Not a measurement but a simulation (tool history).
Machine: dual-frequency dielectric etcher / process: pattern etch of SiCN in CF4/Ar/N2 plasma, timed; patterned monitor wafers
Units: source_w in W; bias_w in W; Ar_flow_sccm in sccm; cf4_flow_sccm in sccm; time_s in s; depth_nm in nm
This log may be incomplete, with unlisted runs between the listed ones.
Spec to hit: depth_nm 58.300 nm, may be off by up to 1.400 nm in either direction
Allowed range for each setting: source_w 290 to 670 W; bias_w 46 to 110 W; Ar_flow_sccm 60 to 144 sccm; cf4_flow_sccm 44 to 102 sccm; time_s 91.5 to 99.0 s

Run 1, hour 0.0: source_w 480 W, bias_w 78 W, Ar_flow_sccm 102 sccm, cf4_flow_sccm 73 sccm, time_s 99.0 s. Result: depth_nm 90.366 nm.
Run 2, hour 1.3: source_w 480 W, bias_w 78 W, Ar_flow_sccm 87 sccm, cf4_flow_sccm 73 sccm, time_s 99.0 s. Result: depth_nm 91.837 nm.
Run 3, hour 7.9: source_w 460 W, bias_w 75 W, Ar_flow_sccm 88 sccm, cf4_flow_sccm 72 sccm, time_s 99.0 s. Result: depth_nm 86.743 nm.
Run 4, hour 14.0: source_w 500 W, bias_w 75 W, Ar_flow_sccm 88 sccm, cf4_flow_sccm 72 sccm, time_s 99.0 s. Result: depth_nm 93.548 nm.
Run 5, hour 20.1: source_w 500 W, bias_w 75 W, Ar_flow_sccm 76 sccm, cf4_flow_sccm 72 sccm, time_s 99.0 s. Result: depth_nm 94.916 nm.
At hour 23.2: bias power generator calibrated.
Run 6, hour 23.2: source_w 470 W, bias_w 72 W, Ar_flow_sccm 77 sccm, cf4_flow_sccm 71 sccm, time_s 99.0 s. Result: depth_nm 89.661 nm.
Run 7, hour 28.6: source_w 450 W, bias_w 69 W, Ar_flow_sccm 80 sccm, cf4_flow_sccm 70 sccm, time_s 98.5 s. Result: depth_nm 83.641 nm.
Run 8, hour 35.2: source_w 430 W, bias_w 67 W, Ar_flow_sccm 81 sccm, cf4_flow_sccm 70 sccm, time_s 98.5 s. Result: depth_nm 79.808 nm.
Run 9, hour 37.5: source_w 330 W, bias_w 53 W, Ar_flow_sccm 88 sccm, cf4_flow_sccm 67 sccm, time_s 97.5 s. Result: depth_nm 56.041 nm.

Pick the move, out of 5, that brings all results within their allowed miss; only one does.
Run A, hour 39.8: source_w 360 W, bias_w 48 W, Ar_flow_sccm 88 sccm, cf4_flow_sccm 70 sccm, time_s 97.5 s. Result: depth_nm ?.
Run B, hour 39.8: source_w 360 W, bias_w 67 W, Ar_flow_sccm 99 sccm, cf4_flow_sccm 69 sccm, time_s 93.0 s. Result: depth_nm ?.
Run C, hour 39.8: source_w 330 W, bias_w 49 W, Ar_flow_sccm 87 sccm, cf4_flow_sccm 67 sccm, time_s 99.0 s. Result: depth_nm ?.
Run D, hour 39.8: source_w 310 W, bias_w 61 W, Ar_flow_sccm 83 sccm, cf4_flow_sccm 56 sccm, time_s 99.0 s. Result: depth_nm ?.
Run E, hour 39.8: source_w 350 W, bias_w 61 W, Ar_flow_sccm 91 sccm, cf4_flow_sccm 64 sccm, time_s 99.0 s. Result: depth_nm ?.

move  depth_nm
   A    58.648
   B    62.673
   C    55.216
   D    55.563
   E    62.536
A: meets every target
B: pushes the last run's worst result past its target
C: its largest miss is bigger than the last run's
D: its largest miss is bigger than the last run's
E: pushes the last run's worst result past its target
Correct choice: A, which meets every target
